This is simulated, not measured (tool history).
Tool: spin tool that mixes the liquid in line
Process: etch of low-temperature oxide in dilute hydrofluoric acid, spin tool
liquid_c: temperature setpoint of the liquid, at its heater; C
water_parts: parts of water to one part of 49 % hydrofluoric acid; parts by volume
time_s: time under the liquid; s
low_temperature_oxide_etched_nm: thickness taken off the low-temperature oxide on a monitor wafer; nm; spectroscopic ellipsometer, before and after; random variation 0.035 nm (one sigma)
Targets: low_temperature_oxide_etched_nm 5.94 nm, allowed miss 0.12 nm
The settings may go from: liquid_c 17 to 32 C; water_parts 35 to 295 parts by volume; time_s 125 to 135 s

| run | hour | liquid_c | water_parts | time_s | low_temperature_oxide_etched_nm |
|---|---|---|---|---|---|
| 1 | 0 | 24 | 165 | 125 | 9.5595 |
| 2 | 6.3 | 22 | 175 | 125 | 8.1829 |
| 3 | 7.8 | 22 | 175 | 135 | 8.7236 |
| 4 | 13.6 | 24 | 175 | 135 | 9.5378 |
| 5 | 22 | 22 | 185 | 135 | 8.2875 |
| 6 | 28.7 | 22 | 185 | 125 | 7.6834 |
| 7 | 36.9 | 20.5 | 190 | 125 | 7.1032 |
| 8 | 45.1 | 17 | 200 | 125 | 5.6873 |

4 next moves are on the table. One of them brings every result within its allowed miss. Which?
| A | 53.3 | 20 | 230 | 130 | ? |
| B | 53.3 | 18 | 210 | 125 | ? |
| C | 53.3 | 17 | 215 | 135 | ? |
| D | 53.3 | 21.5 | 225 | 125 | ? |

| move | low_temperature_oxide_etched_nm |
|---|---|
| A | 5.728 |
| B | 5.69 |
| C | 5.744 |
| D | 5.9864 |
A: nearer than the last run, and not there yet
B: as far off as the last run
C: nearer than the last run, and not there yet
D: meets every target
Answer: D
